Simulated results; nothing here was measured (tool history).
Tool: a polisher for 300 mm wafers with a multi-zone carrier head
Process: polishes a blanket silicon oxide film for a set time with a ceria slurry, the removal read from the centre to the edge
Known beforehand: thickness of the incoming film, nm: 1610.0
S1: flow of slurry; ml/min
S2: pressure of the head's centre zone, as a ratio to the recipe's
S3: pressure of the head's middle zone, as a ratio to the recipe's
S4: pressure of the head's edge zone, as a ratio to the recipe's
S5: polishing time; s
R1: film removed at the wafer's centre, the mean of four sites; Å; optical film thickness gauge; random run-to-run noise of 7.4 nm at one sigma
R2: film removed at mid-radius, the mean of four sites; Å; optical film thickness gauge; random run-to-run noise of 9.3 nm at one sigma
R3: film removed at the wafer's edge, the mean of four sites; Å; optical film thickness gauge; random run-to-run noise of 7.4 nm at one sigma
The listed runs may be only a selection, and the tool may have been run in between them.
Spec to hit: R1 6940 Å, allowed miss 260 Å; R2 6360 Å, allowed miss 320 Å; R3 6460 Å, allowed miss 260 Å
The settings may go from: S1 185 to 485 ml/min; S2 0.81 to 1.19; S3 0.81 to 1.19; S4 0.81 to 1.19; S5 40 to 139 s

run	day	S1	S2	S3	S4	S5	R1	R2	R3
1	0	310	1	1	1	89	5091.8	4912.7	5101.9
2	0.321	310	1	1	1	106	6068.6	5854.7	5919.1
3	0.388	315	1.02	1.01	1.02	108	6436.2	6019.3	6141.4
4	0.746	315	0.99	1.01	1.02	108	6164.8	6013.4	6155.9
5	0.975	315	0.99	1.01	1.02	86	4946.8	4732.7	4921.7
6	1.267	370	0.99	1.01	1.02	86	5024	4841.5	5001.7
7	1.575	370	1.01	1.02	1.04	94	5577	5451.8	5518.5
8	1.712	375	1.05	1.02	1.08	97	5966.2	5655.5	5958.6
9	2.017	390	1.15	1.1	1.1	102	6843.9	6213.8	6068.6
10	2.383	390	1.15	1.1	1.1	102	6978.6	6177.4	6216.8

Which of these 4 next moves meets every target?
A	2.75	415	1.19	1.18	1.09	98	?	?	?
B	2.75	365	1.19	1.14	1.08	101	?	?	?
C	2.75	400	1.14	1.1	1.15	103	?	?	?
D	2.75	325	1.19	1.07	1.01	107	?	?	?

move	R1	R2	R3
A	6868.4	6332.8	6003.5
B	7008.5	6279.7	6120
C	6891.2	6251.4	6479.3
D	7350.4	6247	6236.5
A: misses by more than the last run did
B: misses by more than the last run did
C: every result within its allowed miss
D: puts the biggest miss on target and leaves a different result outside tolerance
C meets every target.
